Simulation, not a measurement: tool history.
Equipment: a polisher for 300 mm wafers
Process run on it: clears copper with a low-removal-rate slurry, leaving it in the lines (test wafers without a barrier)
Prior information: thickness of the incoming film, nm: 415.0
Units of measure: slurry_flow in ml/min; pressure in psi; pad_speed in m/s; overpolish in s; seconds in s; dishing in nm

Run 1, hour 0.0: slurry_flow 280 ml/min, pressure 3.9 psi, pad_speed 1.04 m/s, slurry_solids 1.0, overpolish 24 s. Result: seconds 138.88 s, dishing 58.224 nm.
Run 2, hour 5.5: slurry_flow 280 ml/min, pressure 3.7 psi, pad_speed 1.04 m/s, slurry_solids 1.0, overpolish 27 s. Result: seconds 148.83 s, dishing 58.664 nm.
Run 3, hour 7.6: slurry_flow 280 ml/min, pressure 3.7 psi, pad_speed 1.04 m/s, slurry_solids 1.0, overpolish 19 s. Result: seconds 146.45 s, dishing 45.801 nm.
Run 4, hour 12.3: slurry_flow 280 ml/min, pressure 3.7 psi, pad_speed 1.04 m/s, slurry_solids 1.0, overpolish 10 s. Result: seconds 146.95 s, dishing 24.678 nm.
Run 5, hour 19.1: slurry_flow 280 ml/min, pressure 3.6 psi, pad_speed 1.04 m/s, slurry_solids 1.0, overpolish 16 s. Result: seconds 151.24 s, dishing 37.310 nm.
Run 6, hour 26.0: slurry_flow 280 ml/min, pressure 3.4 psi, pad_speed 1.06 m/s, slurry_solids 1.0, overpolish 20 s. Result: seconds 157.90 s, dishing 44.797 nm.
Run 7, hour 26.6: slurry_flow 280 ml/min, pressure 3.3 psi, pad_speed 1.08 m/s, slurry_solids 1.0, overpolish 23 s. Result: seconds 156.01 s, dishing 50.797 nm.

Run 8 is up next; what results do you expect?
Run 8, hour 31.6: slurry_flow 280 ml/min, pressure 3.2 psi, pad_speed 1.08 m/s, slurry_solids 1.0, overpolish 25 s. Result: seconds ?, dishing ?.

{"run 8": {"seconds": 164.09, "dishing": 52.14}}
